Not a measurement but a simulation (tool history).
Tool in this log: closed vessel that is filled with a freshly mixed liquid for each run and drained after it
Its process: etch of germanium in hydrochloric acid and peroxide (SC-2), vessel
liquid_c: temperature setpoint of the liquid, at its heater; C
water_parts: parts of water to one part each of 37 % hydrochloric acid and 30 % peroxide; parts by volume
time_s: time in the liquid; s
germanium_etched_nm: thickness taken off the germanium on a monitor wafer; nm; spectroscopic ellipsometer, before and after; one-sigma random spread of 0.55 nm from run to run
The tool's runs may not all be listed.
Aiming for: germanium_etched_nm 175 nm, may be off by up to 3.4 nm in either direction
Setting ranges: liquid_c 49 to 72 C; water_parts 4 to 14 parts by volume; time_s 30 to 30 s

run,hour,liquid_c,water_parts,time_s,germanium_etched_nm
1,0,65,7.5,30,143.85
2,9.1,66,7.5,30,147.71
3,18.3,70,7.5,30,165.71
4,22.5,70.5,7.5,30,167.92
5,27.3,67,7.5,30,151.84
6,30.7,67.5,7.5,30,155.22
7,37.5,68,7.5,30,157.35
8,42.1,68.5,7.5,30,158.86
9,45.2,68.5,7.5,30,158.93
10,50.7,69,7.5,30,160.82
11,54.6,69.5,7.5,30,163.4
12,57.1,70,7.5,30,164.67
13,66.3,70.5,7.5,30,168.64
14,72.4,70.5,7.5,30,167.71

Exercise: of the 4 proposed moves below, exactly one satisfies all targets within the stated allowed misses. Which move is it?
A,78.5,69,5.5,30,?
B,78.5,70,6,30,?
C,78.5,72,8,30,?
D,78.5,72,4,30,?

move,germanium_etched_nm
A,164.29
B,168.21
C,173.98
D,180.85
A: lands further from the targets than the last run did
B: an improvement on the last run, though not all results are within tolerance
C: every result within its allowed miss
D: takes the biggest miss from the last run beyond its target
So the answer is move C, the one that meets all the targets.
